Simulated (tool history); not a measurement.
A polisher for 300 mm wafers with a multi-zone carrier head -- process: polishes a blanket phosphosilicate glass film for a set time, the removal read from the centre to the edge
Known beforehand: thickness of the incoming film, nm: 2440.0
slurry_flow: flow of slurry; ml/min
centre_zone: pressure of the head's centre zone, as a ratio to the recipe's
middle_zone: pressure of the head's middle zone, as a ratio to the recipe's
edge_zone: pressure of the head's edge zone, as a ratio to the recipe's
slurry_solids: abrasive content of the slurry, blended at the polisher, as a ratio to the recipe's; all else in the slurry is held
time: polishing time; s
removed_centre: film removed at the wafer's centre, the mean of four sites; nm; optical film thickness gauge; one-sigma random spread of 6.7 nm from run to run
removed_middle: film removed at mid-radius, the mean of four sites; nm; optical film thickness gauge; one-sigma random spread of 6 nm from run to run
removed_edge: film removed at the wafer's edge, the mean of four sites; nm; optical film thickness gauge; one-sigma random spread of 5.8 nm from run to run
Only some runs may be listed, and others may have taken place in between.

run  hour  slurry_flow  centre_zone  middle_zone  edge_zone  slurry_solids  time  removed_centre  removed_middle  removed_edge
  1   0.0          190         1.00         1.00       1.00           1.00    31          354.76          359.42        372.49
  2   4.2          190         1.00         1.00       1.06           1.00    31          358.82          369.23        378.43
  3  11.6          200         1.06         1.00       1.07           1.10    31          407.98          386.09        397.14
  4  20.3          200         1.06         1.00       1.07           0.95    31          379.28          361.79        367.77
  5  28.8          205         1.09         1.00       1.08           1.05    31          411.16          368.62        388.79
  6  33.3          210         1.12         1.02       1.09           1.15    31          431.92          391.68        408.69
  7  40.2          225         1.14         1.02       1.06           1.20    31          471.22          420.43        414.00

Run 8 has not been measured yet. What should we expect?
  8  48.2          230         1.15         1.01       1.08           1.25    31               ?               ?             ?

removed_centre: 463.71 nm
removed_middle: 417.74 nm
removed_edge: 422.83 nm

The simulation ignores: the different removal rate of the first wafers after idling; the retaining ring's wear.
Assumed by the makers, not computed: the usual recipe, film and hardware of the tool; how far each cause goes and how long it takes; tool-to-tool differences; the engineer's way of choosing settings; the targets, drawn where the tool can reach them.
